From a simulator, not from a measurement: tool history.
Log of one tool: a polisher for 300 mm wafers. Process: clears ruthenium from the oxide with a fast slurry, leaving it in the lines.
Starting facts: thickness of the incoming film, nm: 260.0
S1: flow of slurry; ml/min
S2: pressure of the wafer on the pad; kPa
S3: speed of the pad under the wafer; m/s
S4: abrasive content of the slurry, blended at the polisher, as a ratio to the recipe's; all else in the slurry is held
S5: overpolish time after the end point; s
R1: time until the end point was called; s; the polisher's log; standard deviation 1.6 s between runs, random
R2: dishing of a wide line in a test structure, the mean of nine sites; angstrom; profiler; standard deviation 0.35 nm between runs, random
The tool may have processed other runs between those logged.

| run | hour | S1 | S2 | S3 | S4 | S5 | R1 | R2 |
|---|---|---|---|---|---|---|---|---|
| 1 | 0 | 125 | 12.4 | 1.26 | 1 | 13 | 68.539 | 384.57 |
| 2 | 5.6 | 120 | 11 | 1.18 | 1 | 13 | 81.432 | 315.46 |
| 3 | 6.5 | 120 | 11 | 1.18 | 1 | 10 | 83.899 | 255.9 |
| 4 | 15.6 | 120 | 13.1 | 1.18 | 1 | 10 | 69.608 | 286.91 |
| 5 | 16.8 | 140 | 13.1 | 1.18 | 1 | 10 | 67.04 | 296.55 |
| 6 | 25.5 | 140 | 11 | 1.18 | 1 | 10 | 80.298 | 259.42 |
| 7 | 26.9 | 130 | 9.7 | 1.12 | 1 | 11 | 95.11 | 246.25 |
| 8 | 34.4 | 125 | 9 | 1.08 | 1 | 11 | 106.74 | 221.29 |

What does the tool deliver on the next run?
| 9 | 35.1 | 120 | 8.3 | 1.06 | 1 | 11 | ? | ? |

Run 9 measured R1 116.59 s, R2 190.75 angstrom.
